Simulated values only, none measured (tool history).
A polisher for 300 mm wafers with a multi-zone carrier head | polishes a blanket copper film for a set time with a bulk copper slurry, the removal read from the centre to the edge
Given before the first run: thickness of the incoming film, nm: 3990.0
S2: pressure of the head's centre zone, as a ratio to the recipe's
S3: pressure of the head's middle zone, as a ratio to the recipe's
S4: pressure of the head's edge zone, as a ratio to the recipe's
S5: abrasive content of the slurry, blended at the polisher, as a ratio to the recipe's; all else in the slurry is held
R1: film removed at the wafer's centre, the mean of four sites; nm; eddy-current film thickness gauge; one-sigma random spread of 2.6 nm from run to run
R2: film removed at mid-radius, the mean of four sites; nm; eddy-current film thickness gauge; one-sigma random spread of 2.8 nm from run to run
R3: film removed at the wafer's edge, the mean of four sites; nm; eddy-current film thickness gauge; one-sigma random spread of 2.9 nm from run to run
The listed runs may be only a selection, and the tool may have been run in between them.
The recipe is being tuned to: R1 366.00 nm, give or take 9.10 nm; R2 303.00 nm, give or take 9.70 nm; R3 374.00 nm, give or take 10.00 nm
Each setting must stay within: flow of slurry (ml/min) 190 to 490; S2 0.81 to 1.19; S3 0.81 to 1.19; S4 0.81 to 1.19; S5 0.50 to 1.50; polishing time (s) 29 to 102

Run 1, day 0.000: flow of slurry (ml/min) 315, S2 1.00, S3 1.00, S4 1.00, S5 1.00, polishing time (s) 65. Result: R1 491.61 nm, R2 488.53 nm, R3 483.47 nm.
Run 2, day 0.167: flow of slurry (ml/min) 300, S2 1.00, S3 0.95, S4 1.02, S5 0.85, polishing time (s) 62. Result: R1 445.41 nm, R2 424.91 nm, R3 442.92 nm.
Run 3, day 0.333: flow of slurry (ml/min) 285, S2 1.01, S3 0.91, S4 1.04, S5 0.75, polishing time (s) 60. Result: R1 418.70 nm, R2 382.62 nm, R3 420.10 nm.
Run 4, day 0.621: flow of slurry (ml/min) 285, S2 1.01, S3 0.91, S4 1.09, S5 0.75, polishing time (s) 60. Result: R1 426.43 nm, R2 388.75 nm, R3 427.37 nm.
Run 5, day 0.962: flow of slurry (ml/min) 265, S2 1.01, S3 0.88, S4 1.09, S5 0.70, polishing time (s) 59. Result: R1 407.79 nm, R2 355.43 nm, R3 412.64 nm.
Run 6, day 1.067: flow of slurry (ml/min) 255, S2 1.00, S3 0.86, S4 1.06, S5 0.65, polishing time (s) 59. Result: R1 385.66 nm, R2 344.32 nm, R3 398.14 nm.
Run 7, day 1.338: flow of slurry (ml/min) 240, S2 1.01, S3 0.85, S4 1.07, S5 0.60, polishing time (s) 59. Result: R1 380.99 nm, R2 333.21 nm, R3 392.33 nm.
Run 8, day 1.425: flow of slurry (ml/min) 230, S2 1.02, S3 0.84, S4 1.07, S5 0.55, polishing time (s) 59. Result: R1 373.24 nm, R2 318.48 nm, R3 382.11 nm.

Which single option among these 5 for the next run brings every result within its allowed miss of target? Just one does.
Run A, day 1.512: flow of slurry (ml/min) 190, S2 0.97, S3 0.81, S4 0.98, S5 0.60, polishing time (s) 66. Result: R1 ?, R2 ?, R3 ?.
Run B, day 1.512: flow of slurry (ml/min) 215, S2 0.95, S3 0.81, S4 1.11, S5 0.50, polishing time (s) 61. Result: R1 ?, R2 ?, R3 ?.
Run C, day 1.512: flow of slurry (ml/min) 230, S2 1.03, S3 0.93, S4 1.09, S5 0.55, polishing time (s) 59. Result: R1 ?, R2 ?, R3 ?.
Run D, day 1.512: flow of slurry (ml/min) 205, S2 1.06, S3 0.86, S4 1.15, S5 0.55, polishing time (s) 57. Result: R1 ?, R2 ?, R3 ?.
Run E, day 1.512: flow of slurry (ml/min) 190, S2 0.99, S3 0.86, S4 1.13, S5 0.50, polishing time (s) 63. Result: R1 ?, R2 ?, R3 ?.

move      R1      R2      R3
   A  394.26  338.24  409.07
   B  349.34  305.22  390.32
   C  380.17  342.26  385.49
   D  370.17  304.17  377.91
   E  367.20  323.90  400.10
A: lands further from the targets than the last run did
B: corrects the largest miss of the last run, while another result sits out of spec
C: lands further from the targets than the last run did
D: hits every target within its allowed miss
E: lands further from the targets than the last run did
D is the move that brings every result within its allowed miss.
